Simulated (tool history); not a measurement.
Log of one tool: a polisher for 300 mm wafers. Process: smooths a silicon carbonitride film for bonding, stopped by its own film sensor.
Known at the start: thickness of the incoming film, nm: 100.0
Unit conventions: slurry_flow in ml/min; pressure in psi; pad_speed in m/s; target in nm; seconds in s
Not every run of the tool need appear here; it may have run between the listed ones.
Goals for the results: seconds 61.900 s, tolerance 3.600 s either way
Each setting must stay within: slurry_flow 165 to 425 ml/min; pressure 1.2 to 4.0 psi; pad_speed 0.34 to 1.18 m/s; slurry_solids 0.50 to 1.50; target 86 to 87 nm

run  hour  slurry_flow  pressure  pad_speed  slurry_solids  target  seconds
  1   0.0          275       2.6       0.76           1.00      86   44.882
  2   7.8          275       2.4       0.74           1.00      86   50.540
  3  15.9          330       2.4       0.74           1.00      86   49.038
  4  17.7          330       2.2       0.74           1.00      86   52.539
  5  21.4          330       1.6       0.74           1.00      86   73.529
  6  25.3          355       1.6       0.74           1.00      86   70.422
  7  33.6          355       1.6       0.74           1.00      86   73.775
  8  35.0          355       1.7       0.74           1.00      86   68.804
  9  39.2          355       2.0       0.74           1.00      86   57.700

Consider the 5 candidate settings below. Which is the only one whose results all fall within their allowed miss of target?
  A  43.4          405       2.2       0.72           0.95      87        ?
  B  43.4          290       1.7       0.76           1.20      86        ?
  C  43.4          370       1.7       0.66           1.05      86        ?
  D  43.4          335       2.1       0.78           0.85      87        ?
  E  43.4          355       1.8       0.86           1.00      87        ?

move  seconds
   A   52.539
   B   63.050
   C   73.990
   D   55.865
   E   54.198
A: misses by more than the last run did
B: all results in spec
C: the result that was furthest off in the last run now lies on the other side of its target
D: misses by more than the last run did
E: misses by more than the last run did
Move B is the one to make.
